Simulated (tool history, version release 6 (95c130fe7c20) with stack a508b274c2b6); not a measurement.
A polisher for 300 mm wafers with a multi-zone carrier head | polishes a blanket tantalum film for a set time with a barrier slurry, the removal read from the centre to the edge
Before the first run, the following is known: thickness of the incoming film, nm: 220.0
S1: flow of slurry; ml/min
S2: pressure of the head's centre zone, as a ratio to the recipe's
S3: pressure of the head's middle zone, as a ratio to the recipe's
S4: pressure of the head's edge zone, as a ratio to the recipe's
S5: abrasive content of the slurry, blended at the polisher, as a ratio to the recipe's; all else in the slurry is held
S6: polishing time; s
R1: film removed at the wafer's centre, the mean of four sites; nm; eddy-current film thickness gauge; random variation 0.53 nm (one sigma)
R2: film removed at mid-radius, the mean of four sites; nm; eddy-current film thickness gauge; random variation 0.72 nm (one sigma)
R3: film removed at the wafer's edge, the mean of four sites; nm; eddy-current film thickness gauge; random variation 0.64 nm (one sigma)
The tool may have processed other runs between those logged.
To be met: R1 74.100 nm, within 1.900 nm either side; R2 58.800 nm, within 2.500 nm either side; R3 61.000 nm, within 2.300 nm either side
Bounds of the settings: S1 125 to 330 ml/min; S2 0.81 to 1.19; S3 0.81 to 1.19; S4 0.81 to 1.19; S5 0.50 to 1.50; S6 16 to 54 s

run 1 hour=0.0 | S1=210 S2=1.00 S3=1.00 S4=1.00 S5=1.00 S6=35 | R1=76.673 R2=73.896 R3=72.011
run 2 hour=3.0 | S1=205 S2=1.01 S3=0.97 S4=0.97 S5=0.95 S6=35 | R1=76.809 R2=72.043 R3=70.560
run 3 hour=4.7 | S1=200 S2=1.02 S3=0.95 S4=0.96 S5=0.90 S6=35 | R1=74.190 R2=67.741 R3=69.055
run 4 hour=9.5 | S1=200 S2=1.02 S3=1.03 S4=0.96 S5=0.90 S6=35 | R1=74.650 R2=73.108 R3=69.192
run 5 hour=12.7 | S1=200 S2=1.04 S3=1.01 S4=0.94 S5=0.85 S6=35 | R1=74.777 R2=70.137 R3=67.284
run 6 hour=16.3 | S1=195 S2=1.05 S3=0.99 S4=0.92 S5=0.85 S6=35 | R1=75.993 R2=67.529 R3=65.958
run 7 hour=18.4 | S1=190 S2=1.05 S3=0.98 S4=0.91 S5=0.85 S6=35 | R1=74.673 R2=67.632 R3=65.779
run 8 hour=19.0 | S1=185 S2=1.06 S3=0.96 S4=0.90 S5=0.85 S6=35 | R1=75.041 R2=66.581 R3=65.314

5 next moves are on the table. One of them brings every result within its allowed miss. Which?
run A hour=19.6 | S1=200 S2=1.05 S3=0.86 S4=0.97 S5=0.75 S6=36 | R1=? R2=? R3=?
run B hour=19.6 | S1=230 S2=1.09 S3=0.87 S4=0.88 S5=0.65 S6=37 | R1=? R2=? R3=?
run C hour=19.6 | S1=220 S2=1.08 S3=1.09 S4=0.81 S5=1.00 S6=31 | R1=? R2=? R3=?
run D hour=19.6 | S1=150 S2=1.11 S3=1.05 S4=0.84 S5=0.85 S6=35 | R1=? R2=? R3=?
run E hour=19.6 | S1=140 S2=0.96 S3=0.93 S4=0.97 S5=0.80 S6=41 | R1=? R2=? R3=?

move=A R1=72.646 R2=59.338 R3=66.538
move=B R1=73.979 R2=58.606 R3=61.889
move=C R1=73.295 R2=70.782 R3=59.513
move=D R1=74.193 R2=68.075 R3=61.206
move=E R1=71.864 R2=69.148 R3=73.989
A: puts the biggest miss on target and leaves a different result outside tolerance
B: each result inside its tolerance
C: the biggest miss grows against the last run
D: the biggest miss grows against the last run
E: the biggest miss grows against the last run
So the answer is move B, the one that meets all the targets.
